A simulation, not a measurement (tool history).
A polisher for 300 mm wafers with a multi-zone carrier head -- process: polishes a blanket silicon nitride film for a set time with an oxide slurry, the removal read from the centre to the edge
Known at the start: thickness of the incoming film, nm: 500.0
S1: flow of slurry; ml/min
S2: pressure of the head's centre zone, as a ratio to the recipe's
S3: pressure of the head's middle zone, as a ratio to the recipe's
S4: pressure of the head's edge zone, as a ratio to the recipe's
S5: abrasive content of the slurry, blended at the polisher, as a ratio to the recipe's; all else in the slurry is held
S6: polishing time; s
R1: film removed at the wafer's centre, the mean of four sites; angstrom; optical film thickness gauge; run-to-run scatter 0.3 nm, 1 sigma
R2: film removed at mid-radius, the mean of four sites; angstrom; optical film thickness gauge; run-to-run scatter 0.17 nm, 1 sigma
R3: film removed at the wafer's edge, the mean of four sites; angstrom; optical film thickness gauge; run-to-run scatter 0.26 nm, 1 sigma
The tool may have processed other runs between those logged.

run  hour   S1    S2    S3    S4    S5   S6      R1      R2      R3
  1   0.0  225  1.00  1.00  1.00  1.00   85  319.01  318.89  312.32
  2   0.5  225  1.00  1.07  1.00  1.00   85  320.31  336.10  312.32
  3   5.1  225  1.00  1.07  0.92  1.00   85  320.87  333.48  306.29
  4  11.0  225  1.00  1.07  0.92  1.00  101  377.09  399.71  358.25
  5  13.0  275  1.00  1.07  0.92  1.00  101  383.90  403.15  370.47
  6  20.1  325  1.00  1.07  0.92  1.00  101  387.07  415.74  368.57
  7  23.3  325  1.00  1.07  0.92  1.00  101  393.97  408.71  366.79
  8  31.6  325  0.98  1.04  0.92  0.90   97  350.35  366.11  343.63
  9  37.8  325  0.97  1.04  0.91  0.80   92  303.20  317.08  293.30
 10  44.0  325  0.95  1.02  0.90  0.75   91  281.04  297.92  280.43
 11  45.7  325  0.94  1.00  0.89  0.70   91  262.37  277.25  267.34
 12  54.1  320  0.94  0.99  0.87  0.70   91  262.56  275.40  264.42
 13  58.4  315  0.93  0.98  0.86  0.70   91  264.03  276.26  256.98
 14  59.2  310  0.91  0.95  0.86  0.70   91  255.09  264.78  262.30

Expected results for the next run?
 15  66.6  305  0.90  0.94  0.85  0.65  91   ?   ?   ?

Run 15 gave R1 245.62 angstrom, R2 245.75 angstrom, R3 247.70 angstrom.
